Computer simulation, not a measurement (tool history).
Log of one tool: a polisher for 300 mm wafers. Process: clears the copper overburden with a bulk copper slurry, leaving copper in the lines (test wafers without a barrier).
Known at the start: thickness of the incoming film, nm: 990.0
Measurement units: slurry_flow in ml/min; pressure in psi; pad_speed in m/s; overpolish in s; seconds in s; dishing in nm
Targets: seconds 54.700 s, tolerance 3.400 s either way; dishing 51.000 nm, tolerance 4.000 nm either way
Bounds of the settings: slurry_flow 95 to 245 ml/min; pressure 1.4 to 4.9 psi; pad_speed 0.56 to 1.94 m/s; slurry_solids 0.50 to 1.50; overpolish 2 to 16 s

{"run": 1, "day": 0.0, "slurry_flow": 155, "pressure": 3.1, "pad_speed": 1.24, "slurry_solids": 1.0, "overpolish": 8, "seconds": 75.677, "dishing": 66.071}
{"run": 2, "day": 0.029, "slurry_flow": 125, "pressure": 3.1, "pad_speed": 1.24, "slurry_solids": 1.0, "overpolish": 8, "seconds": 79.262, "dishing": 63.009}
{"run": 3, "day": 0.117, "slurry_flow": 125, "pressure": 3.1, "pad_speed": 1.24, "slurry_solids": 1.0, "overpolish": 5, "seconds": 76.531, "dishing": 46.145}
{"run": 4, "day": 0.458, "slurry_flow": 125, "pressure": 3.1, "pad_speed": 1.24, "slurry_solids": 1.0, "overpolish": 7, "seconds": 78.803, "dishing": 54.895}
{"run": 5, "day": 0.6, "slurry_flow": 125, "pressure": 3.7, "pad_speed": 1.24, "slurry_solids": 1.0, "overpolish": 7, "seconds": 67.82, "dishing": 65.631}
{"run": 6, "day": 0.817, "slurry_flow": 125, "pressure": 3.7, "pad_speed": 1.24, "slurry_solids": 1.0, "overpolish": 9, "seconds": 65.021, "dishing": 75.832}
{"run": 7, "day": 1.071, "slurry_flow": 125, "pressure": 3.7, "pad_speed": 1.24, "slurry_solids": 1.0, "overpolish": 9, "seconds": 69.575, "dishing": 71.451}
{"run": 8, "day": 1.117, "slurry_flow": 130, "pressure": 4.4, "pad_speed": 1.3, "slurry_solids": 1.0, "overpolish": 5, "seconds": 53.213, "dishing": 60.498}

Next run, 4 choices. One meets every target within its allowed miss, the rest don't. Which?
{"run": "A", "day": 1.162, "slurry_flow": 130, "pressure": 4.2, "pad_speed": 1.36, "slurry_solids": 0.75, "overpolish": 4, "seconds": "?", "dishing": "?"}
{"run": "B", "day": 1.162, "slurry_flow": 155, "pressure": 4.2, "pad_speed": 1.28, "slurry_solids": 1.05, "overpolish": 5, "seconds": "?", "dishing": "?"}
{"run": "C", "day": 1.162, "slurry_flow": 140, "pressure": 4.3, "pad_speed": 1.3, "slurry_solids": 1.0, "overpolish": 5, "seconds": "?", "dishing": "?"}
{"run": "D", "day": 1.162, "slurry_flow": 120, "pressure": 4.6, "pad_speed": 1.26, "slurry_solids": 0.95, "overpolish": 5, "seconds": "?", "dishing": "?"}

move=A seconds=55.198 dishing=51.028
move=B seconds=54.228 dishing=60.539
move=C seconds=53.588 dishing=61.118
move=D seconds=53.889 dishing=61.135
A: every result within its allowed miss
B: no better and no worse than the last run
C: its largest miss is bigger than the last run's
D: its largest miss is bigger than the last run's
A meets every target.

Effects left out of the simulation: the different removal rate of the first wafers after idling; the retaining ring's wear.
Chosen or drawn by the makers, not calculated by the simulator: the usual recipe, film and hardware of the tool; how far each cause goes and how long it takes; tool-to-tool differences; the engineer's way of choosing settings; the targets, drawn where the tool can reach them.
